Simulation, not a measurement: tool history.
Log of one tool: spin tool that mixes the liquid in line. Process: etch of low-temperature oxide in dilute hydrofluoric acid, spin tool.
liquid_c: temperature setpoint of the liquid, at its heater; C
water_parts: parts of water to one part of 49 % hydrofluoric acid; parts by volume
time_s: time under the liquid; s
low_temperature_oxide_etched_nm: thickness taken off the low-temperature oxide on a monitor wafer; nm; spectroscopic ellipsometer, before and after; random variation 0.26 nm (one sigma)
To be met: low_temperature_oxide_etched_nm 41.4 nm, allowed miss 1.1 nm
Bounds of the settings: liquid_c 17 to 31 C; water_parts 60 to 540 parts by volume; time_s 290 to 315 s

| run | day | liquid_c | water_parts | time_s | low_temperature_oxide_etched_nm |
|---|---|---|---|---|---|
| 1 | 0 | 23 | 300 | 290 | 24.049 |
| 2 | 0.221 | 23 | 300 | 315 | 26.419 |
| 3 | 0.346 | 25 | 285 | 315 | 30.11 |
| 4 | 0.642 | 26.5 | 275 | 315 | 32.966 |
| 5 | 0.975 | 25 | 275 | 315 | 31.651 |
| 6 | 1.058 | 26.5 | 265 | 315 | 34.738 |
|  | 1.125 | thermometer replaced |
| 7 | 1.125 | 30.5 | 255 | 315 | 43.575 |
| 8 | 1.212 | 30 | 255 | 315 | 43.123 |

Which of these 5 next moves meets every target?
| A | 1.3 | 30 | 245 | 290 | ? |
| B | 1.3 | 31 | 240 | 305 | ? |
| C | 1.3 | 30.5 | 230 | 295 | ? |
| D | 1.3 | 31 | 255 | 315 | ? |
| E | 1.3 | 23.5 | 195 | 310 | ? |

| move | low_temperature_oxide_etched_nm |
|---|---|
| A | 42.21 |
| B | 47.13 |
| C | 47.342 |
| D | 45.005 |
| E | 47.64 |
A: meets every target
B: further off than the last run
C: further off than the last run
D: further off than the last run
E: further off than the last run
The right move is A.

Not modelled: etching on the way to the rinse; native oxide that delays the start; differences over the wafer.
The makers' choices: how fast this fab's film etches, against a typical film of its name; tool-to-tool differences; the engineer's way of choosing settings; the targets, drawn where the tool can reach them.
